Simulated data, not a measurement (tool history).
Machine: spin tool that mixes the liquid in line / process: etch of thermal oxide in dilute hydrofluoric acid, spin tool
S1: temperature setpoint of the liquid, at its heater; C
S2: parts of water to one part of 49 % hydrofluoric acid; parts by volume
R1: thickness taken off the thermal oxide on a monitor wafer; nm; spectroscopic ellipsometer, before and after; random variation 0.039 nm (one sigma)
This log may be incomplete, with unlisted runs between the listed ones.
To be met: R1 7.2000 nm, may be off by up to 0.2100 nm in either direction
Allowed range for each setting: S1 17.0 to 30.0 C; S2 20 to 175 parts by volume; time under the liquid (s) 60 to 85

Run 1, day 0.000: S1 22.0 C, S2 95 parts by volume, time under the liquid (s) 85. Result: R1 3.8916 nm.
Run 2, day 0.100: S1 23.0 C, S2 90 parts by volume, time under the liquid (s) 85. Result: R1 4.3130 nm.
Run 3, day 0.217: S1 23.0 C, S2 90 parts by volume, time under the liquid (s) 60. Result: R1 3.0360 nm.
Run 4, day 0.558: S1 23.0 C, S2 85 parts by volume, time under the liquid (s) 60. Result: R1 3.2416 nm.
Run 5, day 0.729: S1 23.5 C, S2 80 parts by volume, time under the liquid (s) 60. Result: R1 3.5605 nm.
Run 6, day 0.771: S1 23.5 C, S2 55 parts by volume, time under the liquid (s) 60. Result: R1 5.3376 nm.
Run 7, day 1.108: S1 24.0 C, S2 55 parts by volume, time under the liquid (s) 60. Result: R1 5.4294 nm.
Run 8, day 1.229: S1 24.5 C, S2 55 parts by volume, time under the liquid (s) 60. Result: R1 5.5222 nm.

Which one of the following 5 next-run settings gets every result inside its allowed miss? There is exactly one.
Run A, day 1.350: S1 27.0 C, S2 70 parts by volume, time under the liquid (s) 80. Result: R1 ?.
Run B, day 1.350: S1 26.0 C, S2 65 parts by volume, time under the liquid (s) 80. Result: R1 ?.
Run C, day 1.350: S1 17.5 C, S2 45 parts by volume, time under the liquid (s) 85. Result: R1 ?.
Run D, day 1.350: S1 19.0 C, S2 60 parts by volume, time under the liquid (s) 75. Result: R1 ?.
Run E, day 1.350: S1 22.0 C, S2 45 parts by volume, time under the liquid (s) 75. Result: R1 ?.

move      R1
   A  6.2632
   B  6.5268
   C  7.2027
   D  4.9973
   E  7.7020
A: closer than the last run, but not yet in spec
B: closer than the last run, but not yet in spec
C: hits every target within its allowed miss
D: its largest miss is bigger than the last run's
E: carries the result that was furthest off beyond its target, to the other side
Correct choice: C, which meets every target
